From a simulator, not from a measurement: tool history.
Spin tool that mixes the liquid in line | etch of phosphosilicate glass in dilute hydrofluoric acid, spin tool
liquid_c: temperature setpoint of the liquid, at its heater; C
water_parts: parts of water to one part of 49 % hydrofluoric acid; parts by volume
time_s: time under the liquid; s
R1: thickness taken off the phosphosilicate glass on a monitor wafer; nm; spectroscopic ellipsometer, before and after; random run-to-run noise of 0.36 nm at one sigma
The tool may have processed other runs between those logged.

run 1 day=0 | liquid_c=22 water_parts=85 time_s=15 | R1=23.008
run 2 day=0.242 | liquid_c=18.5 water_parts=85 time_s=15 | R1=20.041
run 3 day=0.508 | liquid_c=18.5 water_parts=100 time_s=15 | R1=16.777
run 4 day=0.796 | liquid_c=19.5 water_parts=95 time_s=15 | R1=18.348
run 5 day=0.904 | liquid_c=19.5 water_parts=80 time_s=15 | R1=22.079
run 6 day=0.954 | liquid_c=19.5 water_parts=80 time_s=15 | R1=22.23
run 7 day=1.288 | liquid_c=20.5 water_parts=75 time_s=15 | R1=24.928

Predict the results of run 8:
run 8 day=1.646 | liquid_c=21.5 water_parts=70 time_s=15 | R1=?

{"run 8": {"R1": 27.945}}

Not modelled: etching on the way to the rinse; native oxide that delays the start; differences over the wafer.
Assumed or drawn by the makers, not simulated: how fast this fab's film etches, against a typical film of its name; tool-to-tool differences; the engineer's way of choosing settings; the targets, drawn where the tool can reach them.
